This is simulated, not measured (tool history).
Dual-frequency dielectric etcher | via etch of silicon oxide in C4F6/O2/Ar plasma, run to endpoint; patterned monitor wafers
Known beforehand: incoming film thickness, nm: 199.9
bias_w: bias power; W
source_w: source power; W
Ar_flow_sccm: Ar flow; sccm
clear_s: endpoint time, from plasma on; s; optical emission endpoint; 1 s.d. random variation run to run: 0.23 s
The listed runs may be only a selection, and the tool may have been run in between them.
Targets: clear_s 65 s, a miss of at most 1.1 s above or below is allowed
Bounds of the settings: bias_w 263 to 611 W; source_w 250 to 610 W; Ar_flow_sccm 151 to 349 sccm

run	hour	bias_w	source_w	Ar_flow_sccm	clear_s
1	0	437	430	250	43.819
2	4.3	386	380	279	51.347
3	7	439	380	279	47.329
4	8.4	439	420	279	44.666
5	9.4	389	390	281	50.041
6	15.4	460	390	281	45.384
7	23	405	370	283	50.399
8	25.7	365	360	284	54.969
9	27.3	278	350	285	67.067
10	34.6	282	350	285	66.378

Which one of the following 5 next-run settings gets every result inside its allowed miss? There is exactly one.
A	41.9	285	330	274	?
B	41.9	293	370	286	?
C	41.9	290	370	303	?
D	41.9	330	310	305	?
E	41.9	322	340	276	?

move	clear_s
A	67.793
B	61.845
C	62.681
D	64.898
E	61.14
A: misses by more than the last run did
B: takes the result that was furthest off past its target
C: takes the result that was furthest off past its target
D: in spec on every target
E: takes the result that was furthest off past its target
Move D is the one to make.
